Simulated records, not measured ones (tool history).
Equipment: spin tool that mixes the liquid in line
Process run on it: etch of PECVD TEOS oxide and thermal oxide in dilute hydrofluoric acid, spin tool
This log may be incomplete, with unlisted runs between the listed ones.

run	hour	temperature setpoint of the liquid (K)	parts of water to one part of 49 % hydrofluoric acid (parts by volume)	time under the liquid (s)	thickness taken off the PECVD TEOS oxide on a monitor wafer (angstrom)	thickness taken off the thermal oxide on a monitor wafer (angstrom)
1	0.0	297.15	175	145	86.721	41.931
2	4.8	295.15	185	145	74.327	36.530
3	5.3	294.15	195	145	67.960	32.701
4	7.7	294.15	145	145	96.406	46.673
5	13.7	293.15	165	145	79.711	38.472
6	15.8	292.15	180	145	69.402	33.773
# hour 23.7: thermometer replaced
7	23.7	292.15	180	145	64.309	31.220
8	29.1	291.65	185	145	61.231	29.878

What will run 9 give?
9	35.0	291.15	190	145	?	?

thickness taken off the PECVD TEOS oxide on a monitor wafer (angstrom): 57.268
thickness taken off the thermal oxide on a monitor wafer (angstrom): 28.115

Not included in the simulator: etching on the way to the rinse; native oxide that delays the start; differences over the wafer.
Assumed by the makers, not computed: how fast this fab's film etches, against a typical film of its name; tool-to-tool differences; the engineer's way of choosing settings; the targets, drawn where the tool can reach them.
